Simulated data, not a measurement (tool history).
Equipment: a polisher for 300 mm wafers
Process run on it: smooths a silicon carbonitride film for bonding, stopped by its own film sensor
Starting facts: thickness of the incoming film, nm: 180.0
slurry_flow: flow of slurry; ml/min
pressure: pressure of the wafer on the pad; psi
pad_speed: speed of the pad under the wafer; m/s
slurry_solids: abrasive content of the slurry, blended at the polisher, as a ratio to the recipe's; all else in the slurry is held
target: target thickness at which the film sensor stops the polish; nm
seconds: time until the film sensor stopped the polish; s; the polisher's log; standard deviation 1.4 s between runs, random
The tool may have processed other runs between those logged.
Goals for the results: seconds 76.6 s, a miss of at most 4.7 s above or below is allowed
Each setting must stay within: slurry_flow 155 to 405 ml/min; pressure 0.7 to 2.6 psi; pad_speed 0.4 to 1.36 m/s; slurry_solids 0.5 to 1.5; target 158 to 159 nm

run 1 hour=0 | slurry_flow=260 pressure=1.6 pad_speed=0.88 slurry_solids=1 target=159 | seconds=110.82
run 2 hour=7 | slurry_flow=260 pressure=1.6 pad_speed=0.66 slurry_solids=1 target=159 | seconds=141.85
run 3 hour=12.6 | slurry_flow=260 pressure=1.9 pad_speed=0.68 slurry_solids=1 target=159 | seconds=113.45
run 4 hour=14.8 | slurry_flow=260 pressure=2.1 pad_speed=0.7 slurry_solids=1 target=159 | seconds=101.91
run 5 hour=20.9 | slurry_flow=260 pressure=2.1 pad_speed=0.48 slurry_solids=1 target=159 | seconds=137.18
run 6 hour=28.8 | slurry_flow=230 pressure=2.1 pad_speed=0.48 slurry_solids=1 target=159 | seconds=141.4
run 7 hour=36.1 | slurry_flow=245 pressure=2.3 pad_speed=0.54 slurry_solids=1 target=159 | seconds=117.9
run 8 hour=41.2 | slurry_flow=255 pressure=2.4 pad_speed=0.6 slurry_solids=1 target=159 | seconds=100.66
run 9 hour=44.7 | slurry_flow=265 pressure=2.5 pad_speed=0.64 slurry_solids=1 target=159 | seconds=93.385
run 10 hour=53.7 | slurry_flow=265 pressure=2.5 pad_speed=0.68 slurry_solids=1 target=159 | seconds=86.322

Consider the 4 candidate settings below. Which is the only one whose results all fall within their allowed miss of target?
run A hour=62.7 | slurry_flow=215 pressure=2.4 pad_speed=0.94 slurry_solids=0.7 target=159 | seconds=?
run B hour=62.7 | slurry_flow=290 pressure=2.6 pad_speed=0.64 slurry_solids=0.85 target=159 | seconds=?
run C hour=62.7 | slurry_flow=255 pressure=2.3 pad_speed=0.78 slurry_solids=1.2 target=159 | seconds=?
run D hour=62.7 | slurry_flow=245 pressure=2.5 pad_speed=0.64 slurry_solids=1.15 target=159 | seconds=?

move=A seconds=89.011
move=B seconds=95.386
move=C seconds=76.779
move=D seconds=84.879
A: misses by more than the last run did
B: misses by more than the last run did
C: meets every target
D: closer than the last run, but not yet in spec
So the answer is move C, the one that meets all the targets.
